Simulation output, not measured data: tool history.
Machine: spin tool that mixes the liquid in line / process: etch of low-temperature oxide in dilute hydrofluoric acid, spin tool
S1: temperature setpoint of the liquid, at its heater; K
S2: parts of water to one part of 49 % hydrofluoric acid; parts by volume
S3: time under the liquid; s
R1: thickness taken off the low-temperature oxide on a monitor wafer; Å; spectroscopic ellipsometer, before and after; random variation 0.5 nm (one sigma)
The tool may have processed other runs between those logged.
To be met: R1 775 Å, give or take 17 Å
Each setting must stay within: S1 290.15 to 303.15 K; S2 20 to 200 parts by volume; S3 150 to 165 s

run 1 hour=0 | S1=295.15 S2=110 S3=150 | R1=388.71
run 2 hour=7.8 | S1=296.15 S2=105 S3=150 | R1=423.6
run 3 hour=10.1 | S1=293.15 S2=105 S3=150 | R1=381.11
run 4 hour=18.2 | S1=294.15 S2=100 S3=150 | R1=419.44
run 5 hour=20.2 | S1=295.15 S2=95 S3=150 | R1=458.14
run 6 hour=21.4 | S1=296.15 S2=95 S3=150 | R1=477.75
run 7 hour=26.5 | S1=296.65 S2=95 S3=150 | R1=488.86
run 8 hour=29.4 | S1=297.15 S2=95 S3=150 | R1=493.57
run 9 hour=36.7 | S1=297.65 S2=95 S3=150 | R1=507.89
run 10 hour=37.8 | S1=298.15 S2=95 S3=150 | R1=513.94
run 11 hour=41.3 | S1=298.65 S2=95 S3=150 | R1=524.67
run 12 hour=47.5 | S1=299.15 S2=95 S3=150 | R1=535.81
run 13 hour=56.2 | S1=299.65 S2=95 S3=150 | R1=545.51
run 14 hour=62.9 | S1=300.15 S2=95 S3=150 | R1=560.31
run 15 hour=68.1 | S1=300.65 S2=95 S3=150 | R1=566.69
run 16 hour=74.7 | S1=301.15 S2=95 S3=150 | R1=578.56
run 17 hour=82.8 | S1=302.15 S2=85 S3=150 | R1=682.01
run 18 hour=90.7 | S1=302.65 S2=80 S3=150 | R1=755.28

4 next moves are on the table. One of them brings every result within its allowed miss. Which?
run A hour=98.6 | S1=302.15 S2=80 S3=165 | R1=?
run B hour=98.6 | S1=300.65 S2=80 S3=160 | R1=?
run C hour=98.6 | S1=300.15 S2=75 S3=160 | R1=?
run D hour=98.6 | S1=303.15 S2=75 S3=150 | R1=?

move=A R1=808.33
move=B R1=739.57
move=C R1=778.91
move=D R1=820.47
A: takes the biggest miss from the last run beyond its target
B: moves away from the targets compared with the last run
C: all results in spec
D: takes the biggest miss from the last run beyond its target
The move that meets every target is C.
